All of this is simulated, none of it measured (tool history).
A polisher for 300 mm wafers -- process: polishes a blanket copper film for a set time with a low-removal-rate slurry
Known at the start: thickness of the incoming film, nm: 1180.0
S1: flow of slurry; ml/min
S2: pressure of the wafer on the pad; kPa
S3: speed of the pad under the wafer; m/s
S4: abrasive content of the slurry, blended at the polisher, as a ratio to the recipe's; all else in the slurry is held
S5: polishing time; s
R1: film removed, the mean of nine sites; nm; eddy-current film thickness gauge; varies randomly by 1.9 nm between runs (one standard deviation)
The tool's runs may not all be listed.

Run 1, hour 0: S1 235 ml/min, S2 18.6 kPa, S3 1.38 m/s, S4 1, S5 61 s. Result: R1 264.87 nm.
Run 2, hour 8.6: S1 235 ml/min, S2 18.6 kPa, S3 1.16 m/s, S4 1, S5 61 s. Result: R1 225.67 nm.
Run 3, hour 12.7: S1 235 ml/min, S2 18.6 kPa, S3 0.92 m/s, S4 1, S5 61 s. Result: R1 178.62 nm.
Run 4, hour 16.4: S1 285 ml/min, S2 18.6 kPa, S3 0.92 m/s, S4 1, S5 61 s. Result: R1 183.32 nm.
Run 5, hour 21.1: S1 285 ml/min, S2 14.5 kPa, S3 0.92 m/s, S4 1, S5 61 s. Result: R1 143.47 nm.
Run 6, hour 22.6: S1 285 ml/min, S2 14.5 kPa, S3 0.92 m/s, S4 0.9, S5 61 s. Result: R1 142.11 nm.

Predict the results of run 7:
Run 7, hour 25.2: S1 285 ml/min, S2 15.2 kPa, S3 0.92 m/s, S4 0.9, S5 61 s. Result: R1 ?.

{"run 7": {"R1": 146.08}}
